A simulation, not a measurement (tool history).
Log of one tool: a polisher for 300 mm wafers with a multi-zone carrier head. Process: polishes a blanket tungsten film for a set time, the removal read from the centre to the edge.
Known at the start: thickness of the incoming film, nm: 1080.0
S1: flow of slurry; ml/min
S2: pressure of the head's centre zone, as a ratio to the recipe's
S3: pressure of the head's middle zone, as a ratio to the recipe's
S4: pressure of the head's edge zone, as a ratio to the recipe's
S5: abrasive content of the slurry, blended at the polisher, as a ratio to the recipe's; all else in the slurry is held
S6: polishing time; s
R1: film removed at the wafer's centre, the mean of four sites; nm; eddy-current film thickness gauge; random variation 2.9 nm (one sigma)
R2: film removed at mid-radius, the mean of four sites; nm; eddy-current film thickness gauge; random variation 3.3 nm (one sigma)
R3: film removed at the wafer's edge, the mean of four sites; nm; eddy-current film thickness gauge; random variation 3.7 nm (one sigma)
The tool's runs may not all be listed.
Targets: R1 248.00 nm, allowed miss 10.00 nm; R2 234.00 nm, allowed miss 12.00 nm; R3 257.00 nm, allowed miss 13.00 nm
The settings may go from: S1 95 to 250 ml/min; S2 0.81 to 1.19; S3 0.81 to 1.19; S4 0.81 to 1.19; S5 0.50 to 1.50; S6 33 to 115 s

run  hour   S1    S2    S3    S4    S5  S6      R1      R2      R3
  1   0.0  160  1.00  1.00  1.00  1.00  73  301.44  310.52  308.72
  2   0.6  160  0.93  1.00  1.00  1.00  73  275.33  307.47  309.17
  3   4.7  160  0.93  0.93  1.00  1.00  73  271.10  284.01  315.28
  4  12.7  160  0.98  0.93  1.00  1.00  73  295.18  292.42  306.66
  5  14.1  160  0.98  0.93  1.00  0.85  73  282.24  275.81  304.34
     23.0  -- worn pad replaced by a new one
  6  23.0  160  0.98  0.93  1.00  0.95  73  324.61  318.74  341.43
  7  29.8  160  0.98  0.93  0.98  0.90  72  313.79  313.69  328.93
  8  30.4  135  1.00  0.83  0.93  0.65  62  255.24  215.41  254.57

5 next moves are on the table. One of them brings every result within its allowed miss. Which?
  A  31.0  160  1.06  0.98  0.87  0.60  58   ?   ?   ?
  B  31.0  125  1.04  0.81  0.95  0.60  63   ?   ?   ?
  C  31.0  150  0.99  0.89  0.95  0.60  62   ?   ?   ?
  D  31.0  105  1.12  0.83  0.89  0.80  61   ?   ?   ?
  E  31.0  130  1.06  0.81  1.05  0.65  59   ?   ?   ?

move      R1      R2      R3
   A  255.86  246.42  236.51
   B  255.44  216.02  257.54
   C  251.38  239.92  261.09
   D  264.34  213.11  245.57
   E  250.05  207.11  258.42
A: takes the result that was furthest off past its target
B: as far off as the last run
C: meets every target
D: further off than the last run
E: further off than the last run
The right move is C.
